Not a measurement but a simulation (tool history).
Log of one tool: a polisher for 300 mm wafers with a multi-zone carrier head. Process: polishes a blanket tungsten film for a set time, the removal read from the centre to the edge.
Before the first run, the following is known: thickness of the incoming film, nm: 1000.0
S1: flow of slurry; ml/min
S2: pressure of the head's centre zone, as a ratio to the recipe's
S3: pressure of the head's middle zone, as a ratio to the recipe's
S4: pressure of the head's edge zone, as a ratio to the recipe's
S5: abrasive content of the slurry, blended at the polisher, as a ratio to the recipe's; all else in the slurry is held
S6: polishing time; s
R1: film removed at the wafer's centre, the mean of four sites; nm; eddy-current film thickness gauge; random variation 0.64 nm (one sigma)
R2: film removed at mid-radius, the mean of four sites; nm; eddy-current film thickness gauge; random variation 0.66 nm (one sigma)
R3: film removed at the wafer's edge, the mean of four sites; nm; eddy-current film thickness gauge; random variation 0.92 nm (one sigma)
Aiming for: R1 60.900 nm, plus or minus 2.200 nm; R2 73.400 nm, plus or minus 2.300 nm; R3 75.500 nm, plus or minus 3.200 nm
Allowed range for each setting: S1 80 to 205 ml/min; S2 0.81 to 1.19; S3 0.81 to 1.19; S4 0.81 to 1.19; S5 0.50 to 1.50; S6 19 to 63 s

run,hour,S1,S2,S3,S4,S5,S6,R1,R2,R3
1,0.0,135,1.00,1.00,1.00,1.00,41,116.680,120.690,120.210
2,4.2,135,1.00,1.00,1.00,1.20,41,123.110,127.060,124.620
3,6.2,135,1.00,1.00,1.00,1.10,41,120.110,127.060,121.510
4,12.9,135,1.00,1.00,1.08,1.10,41,121.170,125.980,125.230
5,14.9,135,1.00,1.04,1.08,1.10,41,119.910,129.290,125.700
6,15.6,125,0.96,1.02,1.05,0.95,38,102.540,112.810,109.350
7,21.8,115,0.92,1.00,1.07,0.85,36,89.797,100.690,98.719
8,26.5,80,0.82,0.95,1.17,0.60,29,52.019,65.837,74.264
9,28.1,90,0.83,0.96,1.15,0.60,29,54.988,67.903,74.874
10,36.5,125,0.85,1.01,1.10,0.55,29,61.423,77.339,77.130
11,37.8,120,0.85,1.00,1.10,0.55,29,61.539,75.174,78.115
12,38.8,120,0.85,1.00,1.09,0.55,29,61.955,76.725,75.076

4 next moves are on the table. One of them brings every result within its allowed miss. Which?
A,39.8,155,0.93,1.08,0.95,0.65,26,?,?,?
B,39.8,140,0.81,1.03,1.04,0.55,29,?,?,?
C,39.8,130,0.87,1.00,1.10,0.65,27,?,?,?
D,39.8,140,0.82,1.04,1.08,0.60,28,?,?,?

move,R1,R2,R3
A,65.829,78.680,69.474
B,60.609,80.437,76.576
C,61.227,73.988,74.005
D,60.130,79.421,76.035
A: lands further from the targets than the last run did
B: lands further from the targets than the last run did
C: meets every target
D: lands further from the targets than the last run did
So the answer is move C, the one that meets all the targets.
